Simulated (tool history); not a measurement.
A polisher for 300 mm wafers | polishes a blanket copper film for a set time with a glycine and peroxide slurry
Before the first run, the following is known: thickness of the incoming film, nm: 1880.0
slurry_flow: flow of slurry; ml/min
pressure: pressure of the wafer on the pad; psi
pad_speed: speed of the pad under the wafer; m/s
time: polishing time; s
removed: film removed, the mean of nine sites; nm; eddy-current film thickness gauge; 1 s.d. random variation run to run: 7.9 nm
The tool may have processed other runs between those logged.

run,hour,slurry_flow,pressure,pad_speed,time,removed
1,0,185,2.6,0.82,103,524.72
2,4.3,185,2.6,0.82,103,523.28
3,10.5,220,2.6,0.82,103,538.9
4,14.3,220,2.7,0.82,103,551.16
5,20.3,220,2.7,0.82,103,550.11
6,28.6,220,2.8,0.82,103,570.02
7,33.5,220,2.9,0.82,103,578.98

For run 8, what comes out?
8,40.5,220,3,0.82,103,?

removed: 590.46 nm
